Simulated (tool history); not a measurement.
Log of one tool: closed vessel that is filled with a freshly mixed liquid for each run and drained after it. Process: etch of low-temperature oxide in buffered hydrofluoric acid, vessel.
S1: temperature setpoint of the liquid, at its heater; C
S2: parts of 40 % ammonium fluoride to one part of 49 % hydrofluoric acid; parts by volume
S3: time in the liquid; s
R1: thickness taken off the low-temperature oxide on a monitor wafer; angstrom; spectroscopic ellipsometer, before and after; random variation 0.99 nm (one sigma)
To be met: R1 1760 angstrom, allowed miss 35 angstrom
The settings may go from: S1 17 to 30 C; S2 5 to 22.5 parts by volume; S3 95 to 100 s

run	hour	S1	S2	S3	R1
1	0	22	13.5	95	2616.6
2	2.4	22	12	95	2910.6
3	5.7	20.5	13	95	2488.4
4	6.4	20.5	15	95	2150.9
5	11.3	20.5	13.5	95	2373.5
6	19.4	19.5	14	95	2169.1
7	25	18.5	14.5	95	1984.2
8	33.8	18	14.5	95	1921.2
9	38.2	17.5	14.5	95	1888.5

5 next moves are on the table. One of them brings every result within its allowed miss. Which?
A	42.6	18.5	14.5	95	?
B	42.6	17	13.5	95	?
C	42.6	17	16	100	?
D	42.6	18	14	100	?
E	42.6	18.5	14.5	100	?

move	R1
A	2006.5
B	1976.4
C	1760.2
D	2125.1
E	2112.1
A: further off than the last run
B: further off than the last run
C: meets every target
D: further off than the last run
E: further off than the last run
Move C is the one to make.
